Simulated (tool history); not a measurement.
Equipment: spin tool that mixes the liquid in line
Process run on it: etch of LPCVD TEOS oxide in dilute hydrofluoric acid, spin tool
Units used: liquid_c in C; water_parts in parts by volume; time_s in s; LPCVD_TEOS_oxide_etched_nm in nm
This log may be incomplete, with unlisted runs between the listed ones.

run	hour	liquid_c	water_parts	time_s	LPCVD_TEOS_oxide_etched_nm
1	0	24	125	190	84.679
2	1.6	24	125	190	85.968
3	10	22.5	135	190	73.581
4	10.8	22.5	105	190	98.123
5	13.3	22.5	105	190	98.635
6	18.1	22.5	105	205	106.45
7	23.5	21	125	205	80.77

Predict the results of run 8:
8	29.7	20	135	205	?

Run 8 came out at LPCVD_TEOS_oxide_etched_nm 72.236 nm.
